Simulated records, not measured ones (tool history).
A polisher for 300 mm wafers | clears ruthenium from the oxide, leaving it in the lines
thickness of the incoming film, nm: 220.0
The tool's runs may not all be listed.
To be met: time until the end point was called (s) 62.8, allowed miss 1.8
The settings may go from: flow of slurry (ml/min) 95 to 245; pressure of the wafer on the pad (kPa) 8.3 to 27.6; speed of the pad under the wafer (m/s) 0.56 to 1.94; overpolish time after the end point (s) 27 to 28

run    day  flow of slurry (ml/min)  pressure of the wafer on the pad (kPa)  speed of the pad under the wafer (m/s)  overpolish time after the end point (s)  time until the end point was called (s)
  1      0                      155                                    17.9                                    1.24                                       27                                    130.4
  2  0.171                      155                                    22.1                                    1.24                                       27                                   106.16
  3  0.429                      160                                    22.8                                    1.28                                       27                                   100.55
  4  0.679                      160                                    23.4                                    1.32                                       27                                   93.577
  5  0.942                      160                                    23.4                                    1.32                                       27                                   93.675
  6  1.042                      160                                    21.4                                    1.32                                       27                                   104.59
  7  1.196                      160                                    22.1                                    1.36                                       27                                   97.001
  8  1.275                      160                                    22.8                                    1.38                                       27                                   93.111
  9  1.538                      160                                    23.4                                     1.4                                       27                                   86.951
 10  1.904                      160                                    24.1                                    1.42                                       27                                   84.348
 11  2.025                      165                                    24.8                                    1.44                                       27                                   81.591
 12  2.388                      165                                    25.5                                    1.46                                       27                                   78.112
 13  2.579                      165                                    25.5                                    1.48                                       27                                   78.488
 14    2.9                      165                                    25.5                                    1.52                                       27                                   75.509
 15  3.004                      165                                    25.5                                    1.54                                       27                                   74.551
 16  3.242                      165                                    25.5                                    1.56                                       27                                   73.042
 17  3.362                      165                                    25.5                                    1.58                                       27                                   71.822
 18  3.392                      165                                    26.9                                    1.62                                       27                                   67.362
 19  3.575                      170                                    26.9                                    1.62                                       27                                   66.525

Which of these 5 next moves meets every target?
  A  3.758                      185                                    27.6                                    1.64                                       27                                        ?
  B  3.758                      165                                    27.6                                     1.8                                       27                                        ?
  C  3.758                      225                                    27.6                                     1.7                                       28                                        ?
  D  3.758                      145                                    25.5                                    1.72                                       27                                        ?
  E  3.758                      175                                    27.6                                    1.78                                       27                                        ?

move  time until the end point was called (s)
   A                                    63.26
   B                                    58.71
   C                                   59.586
   D                                   67.625
   E                                   58.845
A: meets every target
B: takes the result that was furthest off past its target
C: takes the result that was furthest off past its target
D: further off than the last run
E: takes the result that was furthest off past its target
Move A is the one to make.

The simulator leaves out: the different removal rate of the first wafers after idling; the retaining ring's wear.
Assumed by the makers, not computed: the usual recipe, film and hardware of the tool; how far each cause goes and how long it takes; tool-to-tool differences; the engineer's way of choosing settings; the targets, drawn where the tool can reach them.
